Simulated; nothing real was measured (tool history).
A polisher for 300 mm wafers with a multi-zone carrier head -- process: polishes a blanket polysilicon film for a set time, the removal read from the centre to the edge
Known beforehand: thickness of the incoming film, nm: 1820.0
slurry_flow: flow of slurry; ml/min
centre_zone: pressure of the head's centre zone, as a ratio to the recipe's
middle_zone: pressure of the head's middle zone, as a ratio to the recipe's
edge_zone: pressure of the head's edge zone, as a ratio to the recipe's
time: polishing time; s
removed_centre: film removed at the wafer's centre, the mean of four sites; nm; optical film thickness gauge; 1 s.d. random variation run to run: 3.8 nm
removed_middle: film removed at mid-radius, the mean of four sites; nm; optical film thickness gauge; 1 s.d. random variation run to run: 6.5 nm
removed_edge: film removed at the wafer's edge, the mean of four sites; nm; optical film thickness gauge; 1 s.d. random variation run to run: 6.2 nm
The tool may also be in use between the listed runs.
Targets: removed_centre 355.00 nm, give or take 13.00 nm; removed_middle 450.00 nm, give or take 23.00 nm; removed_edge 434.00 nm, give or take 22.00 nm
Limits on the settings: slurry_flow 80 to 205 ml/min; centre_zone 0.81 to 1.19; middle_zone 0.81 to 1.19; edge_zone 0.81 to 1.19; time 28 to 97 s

run  hour  slurry_flow  centre_zone  middle_zone  edge_zone  time  removed_centre  removed_middle  removed_edge
  1   0.0          135         1.00         1.00       1.00    62          601.99          630.88        617.95
  2   6.5          130         0.98         1.00       0.99    60          577.41          604.48        575.07
  3  13.5          130         0.98         1.00       1.03    60          569.39          616.33        612.08
  4  18.1          130         1.04         1.00       1.03    60          612.51          612.48        620.29
  5  23.6          150         1.04         1.00       1.03    60          631.90          616.22        612.15
  6  27.3          145         1.02         1.00       1.03    58          587.06          588.24        586.45
  7  31.2          145         1.00         1.00       1.03    56          559.03          565.28        569.67
  8  34.4          140         0.98         1.00       1.03    55          531.64          570.08        556.39
  9  35.8          140         0.96         0.99       1.03    54          514.21          538.58        563.06
 10  43.3          105         0.86         1.09       0.93    39          311.70          410.07        371.30
 11  47.6          110         0.86         1.09       0.94    39          319.23          402.32        371.53
 12  54.5          110         0.86         1.09       0.95    39          311.17          402.64        373.56
 13  58.0          115         0.86         1.09       0.96    39          318.66          402.31        370.39
 14  63.1          110         0.86         1.09       0.96    40          316.64          409.51        374.66
 15  68.9          110         0.86         1.08       0.96    41          330.89          423.55        396.47

Pick the move, out of 5, that brings all results within their allowed miss; only one does.
  A  74.7          150         0.99         0.98       0.99    38               ?               ?             ?
  B  74.7          150         0.81         1.03       1.16    40               ?               ?             ?
  C  74.7          105         0.82         1.03       0.94    47               ?               ?             ?
  D  74.7          125         0.98         1.01       0.94    39               ?               ?             ?
  E  74.7           80         0.85         1.17       0.89    43               ?               ?             ?

move  removed_centre  removed_middle  removed_edge
   A          378.76          380.47        384.82
   B          325.76          417.99        438.16
   C          358.61          458.85        442.38
   D          370.80          387.65        376.32
   E          316.58          439.47        377.51
A: pushes the last run's worst result past its target
B: its largest miss is bigger than the last run's
C: meets every target
D: pushes the last run's worst result past its target
E: its largest miss is bigger than the last run's
So the answer is move C, the one that meets all the targets.
